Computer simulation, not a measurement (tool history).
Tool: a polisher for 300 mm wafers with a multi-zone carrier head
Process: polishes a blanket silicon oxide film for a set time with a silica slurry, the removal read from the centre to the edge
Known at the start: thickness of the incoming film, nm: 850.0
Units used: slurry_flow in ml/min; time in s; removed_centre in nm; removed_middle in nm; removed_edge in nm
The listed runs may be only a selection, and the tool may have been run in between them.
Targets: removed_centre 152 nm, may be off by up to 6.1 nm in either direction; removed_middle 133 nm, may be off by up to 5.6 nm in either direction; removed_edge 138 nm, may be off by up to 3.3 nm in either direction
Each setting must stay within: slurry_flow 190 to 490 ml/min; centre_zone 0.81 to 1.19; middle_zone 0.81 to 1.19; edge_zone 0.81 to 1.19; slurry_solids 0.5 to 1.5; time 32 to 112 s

run	day	slurry_flow	centre_zone	middle_zone	edge_zone	slurry_solids	time	removed_centre	removed_middle	removed_edge
1	0	315	1	1	1	1	72	190.32	189.77	195.4
2	0.167	315	0.95	1	1	1	72	184.62	191.34	194.18
3	0.212	315	0.97	0.98	0.96	0.9	71	172.31	181.23	183.99
4	0.3	245	0.97	0.98	0.96	0.9	71	170.57	175.75	179.6
5	0.562	245	0.92	0.98	0.96	0.9	71	163.53	171.08	179.14
6	0.875	245	0.92	0.98	0.88	0.9	71	162.54	178.28	177.63
7	1.192	265	1.02	0.93	0.88	0.65	64	148.16	137.13	143.87
8	1.238	265	1.02	0.93	0.88	0.65	64	150.51	141.66	146.4

5 next moves are on the table. One of them brings every result within its allowed miss. Which?
A	1.283	270	1.11	0.95	0.94	0.5	64	?	?	?
B	1.283	195	1.15	0.98	0.85	0.8	57	?	?	?
C	1.283	365	1.07	0.98	0.86	0.6	66	?	?	?
D	1.283	300	1.07	1	0.83	0.65	61	?	?	?
E	1.283	345	1.16	0.88	0.97	0.65	56	?	?	?

move	removed_centre	removed_middle	removed_edge
A	153.48	130.15	137.49
B	153.73	129.83	131.14
C	166.19	149.6	148.61
D	153.99	141.28	137.09
E	155.58	118.1	133.66
A: every result lands within tolerance
B: takes the result that was furthest off past its target
C: lands further from the targets than the last run did
D: meets the target for the result that was furthest off, but another lies outside its allowed miss
E: takes the result that was furthest off past its target
A is the move that brings every result within its allowed miss.

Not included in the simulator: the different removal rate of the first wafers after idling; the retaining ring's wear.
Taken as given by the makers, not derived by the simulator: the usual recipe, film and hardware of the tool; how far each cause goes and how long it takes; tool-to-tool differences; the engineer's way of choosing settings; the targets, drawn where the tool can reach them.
